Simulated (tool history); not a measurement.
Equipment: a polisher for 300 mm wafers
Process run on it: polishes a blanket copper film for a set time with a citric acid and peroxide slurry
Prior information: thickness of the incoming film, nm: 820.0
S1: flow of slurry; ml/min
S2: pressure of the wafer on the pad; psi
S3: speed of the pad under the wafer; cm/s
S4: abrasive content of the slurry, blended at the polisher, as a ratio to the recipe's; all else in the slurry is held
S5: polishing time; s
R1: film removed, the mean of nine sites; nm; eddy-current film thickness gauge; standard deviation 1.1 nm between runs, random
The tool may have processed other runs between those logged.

Run 1, hour 0.0: S1 315 ml/min, S2 3.9 psi, S3 124 cm/s, S4 1.0, S5 44 s. Result: R1 183.36 nm.
Run 2, hour 4.5: S1 315 ml/min, S2 3.9 psi, S3 124 cm/s, S4 1.2, S5 44 s. Result: R1 190.08 nm.
Run 3, hour 6.8: S1 315 ml/min, S2 3.6 psi, S3 124 cm/s, S4 1.2, S5 44 s. Result: R1 181.58 nm.
Run 4, hour 12.9: S1 370 ml/min, S2 3.6 psi, S3 124 cm/s, S4 1.2, S5 44 s. Result: R1 183.00 nm.
Run 5, hour 16.1: S1 370 ml/min, S2 3.0 psi, S3 124 cm/s, S4 1.2, S5 44 s. Result: R1 164.64 nm.
Run 6, hour 21.3: S1 370 ml/min, S2 3.0 psi, S3 104 cm/s, S4 1.2, S5 44 s. Result: R1 143.16 nm.

For run 7, what comes out?
Run 7, hour 22.7: S1 370 ml/min, S2 2.9 psi, S3 104 cm/s, S4 1.2, S5 44 s. Result: R1 ?.

R1: 143.47 nm

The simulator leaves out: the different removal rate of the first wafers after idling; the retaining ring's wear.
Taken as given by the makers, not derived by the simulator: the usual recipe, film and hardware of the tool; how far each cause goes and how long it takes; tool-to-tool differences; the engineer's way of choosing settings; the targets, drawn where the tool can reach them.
